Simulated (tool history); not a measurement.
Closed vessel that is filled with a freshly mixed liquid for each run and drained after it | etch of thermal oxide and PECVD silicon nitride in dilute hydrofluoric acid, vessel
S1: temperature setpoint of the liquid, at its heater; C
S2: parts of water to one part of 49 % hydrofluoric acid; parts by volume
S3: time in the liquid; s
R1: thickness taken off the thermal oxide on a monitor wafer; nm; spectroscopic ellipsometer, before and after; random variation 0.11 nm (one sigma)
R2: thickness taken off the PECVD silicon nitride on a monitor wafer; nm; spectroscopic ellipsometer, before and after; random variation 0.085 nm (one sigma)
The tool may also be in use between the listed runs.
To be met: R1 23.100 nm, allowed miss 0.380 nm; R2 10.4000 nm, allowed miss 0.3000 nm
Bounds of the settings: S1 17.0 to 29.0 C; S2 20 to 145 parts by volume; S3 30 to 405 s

run,day,S1,S2,S3,R1,R2
1,0.000,21.0,80,205,11.044,4.7465
2,0.262,22.0,70,205,13.340,5.7305
3,0.496,20.5,70,205,12.519,5.1138
4,0.583,22.0,65,205,14.377,6.1502
5,0.675,22.0,50,205,18.942,7.9000
6,0.954,22.5,50,205,19.469,8.2530
7,1.083,23.0,50,205,19.863,8.6171
8,1.125,25.0,40,200,26.842,12.0520
9,1.512,24.5,45,205,23.927,10.4620
10,1.712,25.0,50,205,21.572,9.7329
11,1.992,25.5,45,205,24.524,11.1320
12,2.033,25.5,45,205,24.541,11.3200
13,2.354,25.0,45,205,24.127,10.6280
14,2.592,25.5,50,205,22.098,10.0700
15,2.742,25.5,45,205,24.725,11.3410
16,2.946,25.0,45,205,24.177,10.9230
17,3.262,24.5,45,205,23.719,10.3710
18,3.571,25.0,45,205,24.076,10.6790
19,3.883,25.0,50,205,21.603,9.6949
20,4.171,25.5,45,205,24.702,11.1840
21,4.554,25.0,45,205,24.204,10.7590
22,4.596,25.0,50,205,21.504,9.7120
23,4.767,25.5,45,200,24.024,11.1050
24,5.071,25.0,45,200,23.829,10.5770
25,5.354,25.0,45,205,24.252,10.7860
26,5.671,25.0,50,205,21.647,9.7396
27,5.933,25.0,50,205,21.596,9.6749
28,6.071,25.5,50,205,21.972,10.0640
29,6.175,25.0,45,205,24.228,10.8460
30,6.446,25.0,50,205,21.636,9.7477

Which of these 4 next moves meets every target?
A,6.717,26.0,35,145,?,?
B,6.717,26.5,50,215,?,?
C,6.717,26.0,55,240,?,?
D,6.717,28.0,50,190,?,?

move,R1,R2
A,23.181,10.6390
B,24.039,11.5050
C,23.741,11.3130
D,22.561,11.2220
A: meets every target
B: takes the result that was furthest off past its target
C: takes the result that was furthest off past its target
D: nearer than the last run, and not there yet
Move A is the one to make.

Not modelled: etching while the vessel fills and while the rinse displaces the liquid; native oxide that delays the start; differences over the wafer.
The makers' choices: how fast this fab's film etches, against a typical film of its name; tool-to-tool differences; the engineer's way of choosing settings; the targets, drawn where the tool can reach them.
